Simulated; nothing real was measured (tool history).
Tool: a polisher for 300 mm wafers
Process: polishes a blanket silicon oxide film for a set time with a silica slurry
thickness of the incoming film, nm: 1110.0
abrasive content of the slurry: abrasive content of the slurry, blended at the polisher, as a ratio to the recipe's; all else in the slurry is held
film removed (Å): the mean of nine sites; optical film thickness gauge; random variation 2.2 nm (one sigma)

| run | hour | flow of slurry (ml/min) | pressure of the wafer on the pad (kPa) | speed of the pad under the wafer (cm/s) | abrasive content of the slurry | polishing time (s) | film removed (Å) |
|---|---|---|---|---|---|---|---|
| 1 | 0.0 | 320 | 24.1 | 146 | 1.0 | 27 | 864.58 |
| 2 | 8.1 | 320 | 27.6 | 154 | 1.0 | 27 | 1030.60 |
| 3 | 13.6 | 320 | 30.3 | 162 | 1.0 | 27 | 1161.20 |
| 4 | 14.8 | 320 | 30.3 | 162 | 1.0 | 27 | 1163.50 |
| 5 | 18.4 | 320 | 30.3 | 162 | 1.1 | 27 | 1219.10 |
|  | 22.4 | slurry blender recalibrated |
| 6 | 22.4 | 320 | 33.8 | 162 | 1.1 | 27 | 1395.40 |
| 7 | 25.8 | 320 | 34.5 | 168 | 1.1 | 27 | 1501.50 |

Forecast run 8:
| 8 | 30.3 | 320 | 35.2 | 170 | 1.1 | 27 | ? |

{"run 8": {"film removed (Å)": 1563.4}}
